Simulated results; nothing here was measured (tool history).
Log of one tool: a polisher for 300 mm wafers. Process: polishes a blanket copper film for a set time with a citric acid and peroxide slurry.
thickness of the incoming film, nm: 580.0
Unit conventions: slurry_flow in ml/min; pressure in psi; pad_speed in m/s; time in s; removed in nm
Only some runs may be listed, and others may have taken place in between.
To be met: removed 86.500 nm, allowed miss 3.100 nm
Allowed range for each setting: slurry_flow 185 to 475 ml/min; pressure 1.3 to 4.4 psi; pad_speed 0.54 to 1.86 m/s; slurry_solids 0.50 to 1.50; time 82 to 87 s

Run 1, day 0.000: slurry_flow 305 ml/min, pressure 2.8 psi, pad_speed 1.18 m/s, slurry_solids 1.00, time 82 s. Result: removed 242.670 nm.
Run 2, day 0.150: slurry_flow 305 ml/min, pressure 2.4 psi, pad_speed 1.04 m/s, slurry_solids 1.00, time 82 s. Result: removed 185.950 nm.
Run 3, day 0.496: slurry_flow 305 ml/min, pressure 2.4 psi, pad_speed 0.88 m/s, slurry_solids 1.00, time 82 s. Result: removed 158.710 nm.
Run 4, day 0.554: slurry_flow 305 ml/min, pressure 2.4 psi, pad_speed 0.66 m/s, slurry_solids 1.00, time 82 s. Result: removed 120.600 nm.
Run 5, day 0.738: slurry_flow 305 ml/min, pressure 2.4 psi, pad_speed 0.66 m/s, slurry_solids 0.95, time 82 s. Result: removed 121.810 nm.
Run 6, day 1.071: slurry_flow 305 ml/min, pressure 2.2 psi, pad_speed 0.66 m/s, slurry_solids 0.95, time 82 s. Result: removed 108.550 nm.
Run 7, day 1.221: slurry_flow 305 ml/min, pressure 2.1 psi, pad_speed 0.66 m/s, slurry_solids 0.95, time 82 s. Result: removed 105.700 nm.
At day 1.362: head pressure recalibrated.
Run 8, day 1.362: slurry_flow 305 ml/min, pressure 1.4 psi, pad_speed 0.64 m/s, slurry_solids 0.95, time 82 s. Result: removed 64.739 nm.
Run 9, day 1.679: slurry_flow 305 ml/min, pressure 1.5 psi, pad_speed 0.64 m/s, slurry_solids 0.95, time 82 s. Result: removed 68.678 nm.
Run 10, day 1.912: slurry_flow 305 ml/min, pressure 2.2 psi, pad_speed 0.66 m/s, slurry_solids 0.95, time 82 s. Result: removed 103.490 nm.
Run 11, day 2.279: slurry_flow 305 ml/min, pressure 2.1 psi, pad_speed 0.66 m/s, slurry_solids 0.95, time 82 s. Result: removed 98.122 nm.
Run 12, day 2.467: slurry_flow 305 ml/min, pressure 2.1 psi, pad_speed 0.66 m/s, slurry_solids 0.95, time 82 s. Result: removed 98.985 nm.
Run 13, day 2.617: slurry_flow 305 ml/min, pressure 1.7 psi, pad_speed 0.66 m/s, slurry_solids 0.95, time 82 s. Result: removed 80.597 nm.

Consider the 5 candidate settings below. Which is the only one whose results all fall within their allowed miss of target?
Run A, day 2.767: slurry_flow 355 ml/min, pressure 1.3 psi, pad_speed 0.76 m/s, slurry_solids 1.10, time 86 s. Result: removed ?.
Run B, day 2.767: slurry_flow 295 ml/min, pressure 1.4 psi, pad_speed 0.76 m/s, slurry_solids 1.00, time 82 s. Result: removed ?.
Run C, day 2.767: slurry_flow 345 ml/min, pressure 1.3 psi, pad_speed 0.84 m/s, slurry_solids 0.80, time 84 s. Result: removed ?.
Run D, day 2.767: slurry_flow 300 ml/min, pressure 1.8 psi, pad_speed 0.66 m/s, slurry_solids 0.85, time 87 s. Result: removed ?.
Run E, day 2.767: slurry_flow 320 ml/min, pressure 1.9 psi, pad_speed 0.58 m/s, slurry_solids 0.95, time 85 s. Result: removed ?.

move  removed
   A   78.971
   B   77.413
   C   77.909
   D   87.445
   E   82.466
A: its largest miss is bigger than the last run's
B: its largest miss is bigger than the last run's
C: its largest miss is bigger than the last run's
D: every result within its allowed miss
E: closer than the last run, but not yet in spec
Correct choice: D, which meets every target

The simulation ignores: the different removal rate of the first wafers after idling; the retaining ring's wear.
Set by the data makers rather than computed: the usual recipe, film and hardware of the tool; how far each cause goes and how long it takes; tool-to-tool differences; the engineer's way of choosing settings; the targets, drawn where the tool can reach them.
